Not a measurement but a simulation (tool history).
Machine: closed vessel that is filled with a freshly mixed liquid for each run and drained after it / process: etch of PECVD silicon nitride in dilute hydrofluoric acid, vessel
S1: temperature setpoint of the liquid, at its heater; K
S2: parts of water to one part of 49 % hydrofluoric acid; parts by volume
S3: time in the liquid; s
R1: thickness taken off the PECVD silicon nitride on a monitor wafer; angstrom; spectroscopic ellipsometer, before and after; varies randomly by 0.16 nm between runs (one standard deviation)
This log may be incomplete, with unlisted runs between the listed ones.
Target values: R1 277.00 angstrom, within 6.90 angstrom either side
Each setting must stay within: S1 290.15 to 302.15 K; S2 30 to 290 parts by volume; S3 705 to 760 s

run 1 day=0.000 | S1=294.15 S2=160 S3=705 | R1=105.84
run 2 day=0.275 | S1=294.15 S2=160 S3=760 | R1=112.91
run 3 day=0.446 | S1=295.15 S2=155 S3=760 | R1=125.92
run 4 day=0.558 | S1=295.15 S2=180 S3=760 | R1=108.52
run 5 day=0.850 | S1=296.15 S2=170 S3=760 | R1=121.50
run 6 day=0.892 | S1=297.65 S2=170 S3=760 | R1=135.17
run 7 day=0.954 | S1=298.15 S2=160 S3=760 | R1=147.74
run 8 day=1.125 | S1=298.65 S2=150 S3=760 | R1=164.63
run 9 day=1.296 | S1=298.65 S2=150 S3=760 | R1=162.75
run 10 day=1.392 | S1=299.15 S2=145 S3=760 | R1=174.90
run 11 day=1.454 | S1=299.65 S2=140 S3=760 | R1=186.44
run 12 day=1.688 | S1=300.15 S2=135 S3=760 | R1=200.05
run 13 day=2.029 | S1=302.15 S2=100 S3=760 | R1=302.98
run 14 day=2.171 | S1=301.15 S2=100 S3=760 | R1=285.56

5 candidate next runs follow, results not yet known. Just one meets every target within its allowed miss. Identify it.
run A day=2.312 | S1=299.15 S2=95 S3=730 | R1=?
run B day=2.312 | S1=302.15 S2=105 S3=730 | R1=?
run C day=2.312 | S1=299.15 S2=95 S3=760 | R1=?
run D day=2.312 | S1=298.15 S2=75 S3=705 | R1=?
run E day=2.312 | S1=300.65 S2=100 S3=710 | R1=?

move=A R1=257.51
move=B R1=282.11
move=C R1=268.10
move=D R1=294.42
move=E R1=262.03
A: takes the result that was furthest off past its target
B: every result lands within tolerance
C: takes the result that was furthest off past its target
D: misses by more than the last run did
E: takes the result that was furthest off past its target
The right move is B.

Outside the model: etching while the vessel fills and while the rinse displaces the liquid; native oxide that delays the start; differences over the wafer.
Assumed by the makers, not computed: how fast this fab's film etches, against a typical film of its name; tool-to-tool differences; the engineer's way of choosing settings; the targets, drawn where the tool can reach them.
